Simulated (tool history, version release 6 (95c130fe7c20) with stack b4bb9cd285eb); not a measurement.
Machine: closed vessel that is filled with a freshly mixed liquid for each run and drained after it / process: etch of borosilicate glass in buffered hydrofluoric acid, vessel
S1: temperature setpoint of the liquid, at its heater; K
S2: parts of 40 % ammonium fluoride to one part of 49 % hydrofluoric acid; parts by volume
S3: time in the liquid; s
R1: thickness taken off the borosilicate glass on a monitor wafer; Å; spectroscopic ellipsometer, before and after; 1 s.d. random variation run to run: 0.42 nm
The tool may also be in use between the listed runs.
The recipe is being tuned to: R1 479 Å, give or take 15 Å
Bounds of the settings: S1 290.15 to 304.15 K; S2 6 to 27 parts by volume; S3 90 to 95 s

run,hour,S1,S2,S3,R1
1,0,296.15,16.5,90,625.28
2,2.9,296.15,16.5,90,628.14
3,8.4,294.65,16.5,90,578.91
4,10.2,293.65,16.5,90,544.57
5,18.9,293.65,16.5,90,551.63
6,24.7,293.15,16.5,90,523.92
7,30.2,292.65,16.5,90,516.87
8,33.1,292.15,16.5,90,503.65

4 next moves are on the table. One of them brings every result within its allowed miss. Which?
A,36,291.65,16.5,95,?
B,36,292.15,18.5,95,?
C,36,292.65,19,90,?
D,36,293.15,19.5,90,?

move,R1
A,514.54
B,472.13
C,447.79
D,448.57
A: further off than the last run
B: hits every target within its allowed miss
C: takes the biggest miss from the last run beyond its target
D: takes the biggest miss from the last run beyond its target
The move that meets every target is B.

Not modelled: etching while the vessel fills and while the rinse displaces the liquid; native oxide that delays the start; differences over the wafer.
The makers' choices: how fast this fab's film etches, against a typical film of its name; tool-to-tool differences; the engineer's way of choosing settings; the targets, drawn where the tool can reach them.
